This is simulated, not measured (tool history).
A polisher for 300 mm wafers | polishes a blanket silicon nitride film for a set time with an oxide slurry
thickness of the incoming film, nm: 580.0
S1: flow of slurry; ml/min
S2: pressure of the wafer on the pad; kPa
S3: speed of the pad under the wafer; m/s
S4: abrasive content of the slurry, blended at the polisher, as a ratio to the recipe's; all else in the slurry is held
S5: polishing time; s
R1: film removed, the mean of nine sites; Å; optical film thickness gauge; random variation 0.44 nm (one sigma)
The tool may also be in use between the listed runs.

run 1 hour=0 | S1=245 S2=19.3 S3=0.98 S4=1 S5=69 | R1=402.67
run 2 hour=2.9 | S1=190 S2=19.3 S3=0.98 S4=1 S5=69 | R1=382.76
run 3 hour=4.1 | S1=190 S2=17.9 S3=0.98 S4=1 S5=69 | R1=356.75
run 4 hour=12.7 | S1=190 S2=17.9 S3=0.98 S4=1 S5=72 | R1=376.76
run 5 hour=16.9 | S1=190 S2=16.5 S3=0.98 S4=1 S5=72 | R1=355.17
run 6 hour=23.1 | S1=190 S2=16.5 S3=1.14 S4=1 S5=72 | R1=386.68

Forecast run 7:
run 7 hour=26.6 | S1=190 S2=15.2 S3=1.14 S4=1 S5=72 | R1=?

{"run 7": {"R1": 365.26}}
